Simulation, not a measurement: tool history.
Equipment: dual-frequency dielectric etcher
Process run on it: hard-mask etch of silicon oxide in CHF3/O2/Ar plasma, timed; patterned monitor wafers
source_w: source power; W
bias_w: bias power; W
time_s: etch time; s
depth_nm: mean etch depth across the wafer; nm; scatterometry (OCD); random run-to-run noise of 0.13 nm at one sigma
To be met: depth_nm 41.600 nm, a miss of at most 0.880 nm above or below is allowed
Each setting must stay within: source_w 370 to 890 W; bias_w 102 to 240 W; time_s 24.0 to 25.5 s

run	hour	source_w	bias_w	time_s	depth_nm
1	0.0	630	171	24.0	47.182
2	3.6	600	169	24.0	46.064
3	12.1	580	168	24.0	45.091
4	19.2	560	167	24.0	44.500
5	20.8	670	167	24.0	48.189
6	26.2	670	156	24.0	47.363
7	27.2	640	154	24.0	46.104
8	34.5	620	153	24.0	45.515
9	41.4	600	152	24.0	44.373

Which single option among these 5 for the next run brings every result within its allowed miss of target? Just one does.
A	48.3	640	138	24.0	?
B	48.3	670	145	24.5	?
C	48.3	490	156	24.5	?
D	48.3	640	129	24.0	?
E	48.3	610	141	24.0	?

move	depth_nm
A	44.204
B	46.771
C	41.498
D	43.306
E	43.543
A: better than the last run, though not everything is in spec
B: its largest miss is bigger than the last run's
C: in spec on every target
D: better than the last run, though not everything is in spec
E: better than the last run, though not everything is in spec
So the answer is move C, the one that meets all the targets.

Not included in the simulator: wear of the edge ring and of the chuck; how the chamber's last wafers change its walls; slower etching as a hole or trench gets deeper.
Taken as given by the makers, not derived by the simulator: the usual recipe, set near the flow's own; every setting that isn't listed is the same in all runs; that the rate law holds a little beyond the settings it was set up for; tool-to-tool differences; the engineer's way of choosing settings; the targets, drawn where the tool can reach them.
